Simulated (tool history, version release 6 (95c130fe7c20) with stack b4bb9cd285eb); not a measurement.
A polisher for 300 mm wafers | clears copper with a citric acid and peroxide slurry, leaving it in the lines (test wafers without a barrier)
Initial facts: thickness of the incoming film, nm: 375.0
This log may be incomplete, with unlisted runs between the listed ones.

| run | day | flow of slurry (ml/min) | pressure of the wafer on the pad (psi) | speed of the pad under the wafer (cm/s) | abrasive content of the slurry | overpolish time after the end point (s) | time until the end point was called (s) | dishing of a wide line in a test structure (Å) |
|---|---|---|---|---|---|---|---|---|
| 1 | 0 | 200 | 3.1 | 136 | 1 | 23 | 118.97 | 476.11 |
| 2 | 0.129 | 200 | 2.9 | 136 | 1 | 23 | 125.13 | 448.45 |
| 3 | 0.371 | 200 | 3.3 | 136 | 1 | 23 | 110.11 | 480.97 |
| 4 | 0.529 | 200 | 3.3 | 136 | 1.15 | 23 | 110.78 | 498.01 |
| 5 | 0.858 | 200 | 3.1 | 136 | 1.15 | 23 | 114.75 | 469.44 |
| 6 | 0.892 | 200 | 2.9 | 136 | 1.15 | 23 | 122.84 | 449.67 |
| 7 | 1.225 | 200 | 2.7 | 136 | 1.15 | 23 | 131.72 | 431.51 |
| 8 | 1.554 | 200 | 2.6 | 136 | 1.15 | 23 | 135.05 | 418.35 |

Run 9 is up next; what results do you expect?
| 9 | 1.712 | 200 | 2.5 | 136 | 1.15 | 23 | ? | ? |

time until the end point was called (s): 141.44
dishing of a wide line in a test structure (Å): 390.12

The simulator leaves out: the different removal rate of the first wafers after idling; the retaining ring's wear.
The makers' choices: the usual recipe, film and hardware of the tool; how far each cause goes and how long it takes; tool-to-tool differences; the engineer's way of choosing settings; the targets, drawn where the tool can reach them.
